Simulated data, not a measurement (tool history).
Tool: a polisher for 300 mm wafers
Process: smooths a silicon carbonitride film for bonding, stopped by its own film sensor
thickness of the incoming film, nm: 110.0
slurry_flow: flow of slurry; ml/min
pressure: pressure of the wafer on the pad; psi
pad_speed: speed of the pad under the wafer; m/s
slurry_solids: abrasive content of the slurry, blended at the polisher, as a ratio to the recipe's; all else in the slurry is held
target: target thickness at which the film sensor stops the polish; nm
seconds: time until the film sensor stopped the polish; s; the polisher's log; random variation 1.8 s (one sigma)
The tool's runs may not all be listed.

| run | hour | slurry_flow | pressure | pad_speed | slurry_solids | target | seconds |
|---|---|---|---|---|---|---|---|
| 1 | 0 | 215 | 2.3 | 0.98 | 1 | 88 | 71.639 |
| 2 | 7.5 | 215 | 2.1 | 0.96 | 1 | 88 | 80.219 |
| 3 | 10.3 | 250 | 2.1 | 0.96 | 1 | 88 | 80.768 |
| 4 | 11.3 | 250 | 2.1 | 1.06 | 1 | 88 | 74.866 |
|  | 16.3 | slurry nozzle cleaned |
| 5 | 16.3 | 250 | 2.4 | 1.06 | 1 | 88 | 64.771 |
| 6 | 19.5 | 250 | 2.2 | 1.04 | 1 | 88 | 70.642 |
| 7 | 25.5 | 250 | 2 | 1.02 | 1 | 88 | 76.449 |
| 8 | 33 | 250 | 2 | 1.02 | 1 | 88 | 75.486 |

Run 9 comes next. What will it give?
| 9 | 40.6 | 250 | 1.8 | 1 | 1 | 88 | ? |

Run 9 gave seconds 85.782 s.

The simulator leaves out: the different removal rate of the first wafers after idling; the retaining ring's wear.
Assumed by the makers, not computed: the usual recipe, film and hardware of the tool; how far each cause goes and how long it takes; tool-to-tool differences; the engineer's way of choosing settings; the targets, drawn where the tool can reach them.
